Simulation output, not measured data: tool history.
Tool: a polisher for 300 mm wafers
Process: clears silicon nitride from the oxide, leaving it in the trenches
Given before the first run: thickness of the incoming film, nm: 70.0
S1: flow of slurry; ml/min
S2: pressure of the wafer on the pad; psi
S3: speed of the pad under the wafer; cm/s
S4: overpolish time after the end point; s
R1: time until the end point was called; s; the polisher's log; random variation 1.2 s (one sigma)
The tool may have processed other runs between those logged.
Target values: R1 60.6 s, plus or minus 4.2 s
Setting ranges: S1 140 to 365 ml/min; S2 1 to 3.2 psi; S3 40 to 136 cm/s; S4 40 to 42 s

run    day   S1   S2   S3  S4      R1
  1      0  235  2.1   88  40  118.15
  2  0.083  235  2.1   88  42   115.5
  3  0.212  285  2.1   88  42   118.4
  4  0.538  265  2.1   88  42  115.41
  5  0.875  265  2.3   90  42  105.49
  6  0.912  265    2   90  42  120.81
  7  1.079  265  2.2   94  42  104.16
  8  1.325  265  2.4   96  42   93.84
  9  1.683  265  2.5   98  42  89.115
 10  1.983  265  2.6  100  42  82.812
 11  2.117  265  2.7  102  42  79.791
 12  2.204  265  2.8  104  42  75.146
 13  2.233  265  2.9  106  42  71.561
 14  2.592  265  2.9  108  42   71.05
 15  2.767  265  2.9  108  42  70.788

Next run, 4 choices. One meets every target within its allowed miss, the rest don't. Which?
  A  2.942  285  3.2  112  42   ?
  B  2.942  255  3.2  136  40   ?
  C  2.942  330  2.2  110  42   ?
  D  2.942  315  3.2  130  42   ?

move      R1
   A  61.839
   B  51.709
   C  89.564
   D  52.975
A: hits every target within its allowed miss
B: takes the biggest miss from the last run beyond its target
C: further off than the last run
D: takes the biggest miss from the last run beyond its target
A is the move that brings every result within its allowed miss.
